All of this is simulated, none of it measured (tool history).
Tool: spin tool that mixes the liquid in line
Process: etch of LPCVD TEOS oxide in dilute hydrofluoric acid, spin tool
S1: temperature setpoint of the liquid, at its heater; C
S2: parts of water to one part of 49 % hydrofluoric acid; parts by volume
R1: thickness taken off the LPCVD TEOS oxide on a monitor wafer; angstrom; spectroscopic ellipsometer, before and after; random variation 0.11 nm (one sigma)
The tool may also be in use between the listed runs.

run 1 hour=0 | S1=21 S2=185 time_under_the_liquid_(s)=75 | R1=52.246
run 2 hour=3.2 | S1=23 S2=160 time_under_the_liquid_(s)=75 | R1=65.892
run 3 hour=6.8 | S1=24.5 S2=140 time_under_the_liquid_(s)=75 | R1=83.063
run 4 hour=10.5 | S1=24.5 S2=140 time_under_the_liquid_(s)=50 | R1=55.485
run 5 hour=17.9 | S1=24.5 S2=200 time_under_the_liquid_(s)=50 | R1=35.609
run 6 hour=25.5 | S1=24.5 S2=170 time_under_the_liquid_(s)=50 | R1=43.579
run 7 hour=27 | S1=24 S2=135 time_under_the_liquid_(s)=50 | R1=55.507

Forecast run 8:
run 8 hour=27.7 | S1=25 S2=110 time_under_the_liquid_(s)=55 | R1=?

Run 8 gave R1 81.716 angstrom.

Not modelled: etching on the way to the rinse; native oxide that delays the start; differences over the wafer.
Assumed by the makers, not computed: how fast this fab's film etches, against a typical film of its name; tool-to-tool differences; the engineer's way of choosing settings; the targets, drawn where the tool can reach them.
